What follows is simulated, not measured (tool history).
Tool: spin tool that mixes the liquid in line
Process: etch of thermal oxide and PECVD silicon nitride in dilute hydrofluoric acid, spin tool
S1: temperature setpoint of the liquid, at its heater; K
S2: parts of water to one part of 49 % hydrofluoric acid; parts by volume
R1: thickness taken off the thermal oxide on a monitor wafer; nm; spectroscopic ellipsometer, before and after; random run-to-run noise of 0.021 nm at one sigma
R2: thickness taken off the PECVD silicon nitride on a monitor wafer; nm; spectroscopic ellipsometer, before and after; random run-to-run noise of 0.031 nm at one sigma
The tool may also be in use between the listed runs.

{"run": 1, "hour": 0.0, "S1": 297.15, "S2": 160, "time under the liquid (s)": 180, "R1": 4.9603, "R2": 3.3181}
{"run": 2, "hour": 8.6, "S1": 297.15, "S2": 120, "time under the liquid (s)": 180, "R1": 6.9341, "R2": 4.3701}
{"run": 3, "hour": 12.6, "S1": 297.15, "S2": 120, "time under the liquid (s)": 135, "R1": 5.1306, "R2": 3.2279}
{"run": 4, "hour": 13.2, "S1": 299.15, "S2": 120, "time under the liquid (s)": 135, "R1": 5.5971, "R2": 3.7537}
{"run": 5, "hour": 13.9, "S1": 299.15, "S2": 160, "time under the liquid (s)": 135, "R1": 3.9359, "R2": 2.7772}
{"run": 6, "hour": 15.3, "S1": 299.15, "S2": 185, "time under the liquid (s)": 135, "R1": 3.375, "R2": 2.4265}
{"run": 7, "hour": 23.8, "S1": 299.65, "S2": 195, "time under the liquid (s)": 135, "R1": 3.2248, "R2": 2.3698}

Estimate the outcome of run 8 from the log above:
{"run": 8, "hour": 28.5, "S1": 300.15, "S2": 200, "time under the liquid (s)": 135, "R1": "?", "R2": "?"}

R1: 3.1849 nm
R2: 2.3462 nm
